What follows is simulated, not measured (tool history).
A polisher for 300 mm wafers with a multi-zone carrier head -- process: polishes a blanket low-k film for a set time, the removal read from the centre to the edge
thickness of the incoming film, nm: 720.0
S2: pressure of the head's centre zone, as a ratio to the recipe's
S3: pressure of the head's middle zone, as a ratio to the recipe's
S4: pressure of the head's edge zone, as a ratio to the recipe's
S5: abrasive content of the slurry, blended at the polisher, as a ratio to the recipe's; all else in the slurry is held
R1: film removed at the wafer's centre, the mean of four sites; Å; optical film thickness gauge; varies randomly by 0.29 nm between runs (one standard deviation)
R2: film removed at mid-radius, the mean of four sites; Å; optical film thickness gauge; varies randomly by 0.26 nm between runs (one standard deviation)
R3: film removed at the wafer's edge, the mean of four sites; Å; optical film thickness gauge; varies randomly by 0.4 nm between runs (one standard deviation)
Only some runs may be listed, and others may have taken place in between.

{"run": 1, "hour": 0.0, "flow of slurry (ml/min)": 190, "S2": 1.0, "S3": 1.0, "S4": 1.0, "S5": 1.0, "polishing time (s)": 36, "R1": 181.63, "R2": 188.44, "R3": 183.02}
{"run": 2, "hour": 1.5, "flow of slurry (ml/min)": 165, "S2": 1.0, "S3": 1.0, "S4": 1.0, "S5": 1.0, "polishing time (s)": 36, "R1": 180.06, "R2": 186.29, "R3": 184.13}
{"run": 3, "hour": 10.2, "flow of slurry (ml/min)": 160, "S2": 1.0, "S3": 1.04, "S4": 1.02, "S5": 1.15, "polishing time (s)": 37, "R1": 194.82, "R2": 207.96, "R3": 201.51}
{"run": 4, "hour": 18.4, "flow of slurry (ml/min)": 145, "S2": 1.0, "S3": 1.04, "S4": 1.02, "S5": 1.15, "polishing time (s)": 37, "R1": 188.02, "R2": 210.5, "R3": 205.0}
{"run": 5, "hour": 21.9, "flow of slurry (ml/min)": 145, "S2": 1.0, "S3": 1.04, "S4": 1.02, "S5": 1.15, "polishing time (s)": 32, "R1": 170.84, "R2": 180.96, "R3": 170.6}
{"hour": 27.0, "done": "worn pad replaced by a new one"}
{"run": 6, "hour": 27.0, "flow of slurry (ml/min)": 145, "S2": 1.0, "S3": 1.07, "S4": 1.02, "S5": 1.15, "polishing time (s)": 32, "R1": 191.68, "R2": 211.87, "R3": 202.22}
{"run": 7, "hour": 27.7, "flow of slurry (ml/min)": 160, "S2": 1.01, "S3": 1.1, "S4": 1.02, "S5": 1.15, "polishing time (s)": 32, "R1": 197.31, "R2": 217.17, "R3": 198.85}

What will run 8 give?
{"run": 8, "hour": 30.6, "flow of slurry (ml/min)": 160, "S2": 1.02, "S3": 1.12, "S4": 1.05, "S5": 1.25, "polishing time (s)": 33, "R1": "?", "R2": "?", "R3": "?"}

Run 8 measured R1 211.37 Å, R2 240.69 Å, R3 219.13 Å.
